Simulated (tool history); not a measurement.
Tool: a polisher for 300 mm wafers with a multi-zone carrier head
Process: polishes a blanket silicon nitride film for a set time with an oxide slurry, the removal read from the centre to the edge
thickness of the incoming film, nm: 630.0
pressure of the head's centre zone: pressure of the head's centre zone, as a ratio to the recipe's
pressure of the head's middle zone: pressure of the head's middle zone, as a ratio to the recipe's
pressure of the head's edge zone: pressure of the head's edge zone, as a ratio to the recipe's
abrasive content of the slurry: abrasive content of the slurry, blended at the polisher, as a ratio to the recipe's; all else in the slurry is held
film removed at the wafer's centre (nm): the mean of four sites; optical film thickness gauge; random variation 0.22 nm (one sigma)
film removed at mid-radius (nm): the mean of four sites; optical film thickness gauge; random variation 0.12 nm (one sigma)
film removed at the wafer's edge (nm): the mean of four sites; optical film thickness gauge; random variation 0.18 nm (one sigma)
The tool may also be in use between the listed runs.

| run | hour | flow of slurry (ml/min) | pressure of the head's centre zone | pressure of the head's middle zone | pressure of the head's edge zone | abrasive content of the slurry | polishing time (s) | film removed at the wafer's centre (nm) | film removed at mid-radius (nm) | film removed at the wafer's edge (nm) |
|---|---|---|---|---|---|---|---|---|---|---|
| 1 | 0 | 170 | 1 | 1 | 1 | 1 | 63 | 39.394 | 39.479 | 40.48 |
| 2 | 7.2 | 170 | 1 | 1 | 1.04 | 1 | 63 | 38.954 | 38.828 | 40.616 |
| 3 | 12.1 | 145 | 1 | 1 | 1.04 | 1 | 63 | 38.238 | 38.265 | 39.148 |
| 4 | 13.1 | 145 | 1 | 1 | 1.04 | 1 | 78 | 47.008 | 46.915 | 48.215 |
| 5 | 14.6 | 135 | 1.01 | 0.95 | 1.01 | 0.9 | 66 | 37.872 | 35.772 | 39.289 |
| 6 | 22.5 | 135 | 1.01 | 0.95 | 1.01 | 0.9 | 54 | 30.856 | 29.69 | 31.802 |
| 7 | 26 | 125 | 1.04 | 0.93 | 1 | 0.8 | 48 | 26.196 | 24.007 | 26.614 |
| 8 | 34.6 | 120 | 1.06 | 0.92 | 0.98 | 0.75 | 45 | 23.486 | 21.117 | 23.451 |
| 9 | 41.2 | 115 | 1.07 | 0.9 | 0.95 | 0.7 | 44 | 22.327 | 19.606 | 21.63 |

The next listed run, before its measurement:
| 10 | 50 | 100 | 1.09 | 0.81 | 0.91 | 0.5 | 39 | ? | ? | ? |

{"run 10": {"film removed at the wafer's centre (nm)": 16.426, "film removed at mid-radius (nm)": 12.641, "film removed at the wafer's edge (nm)": 15.061}}
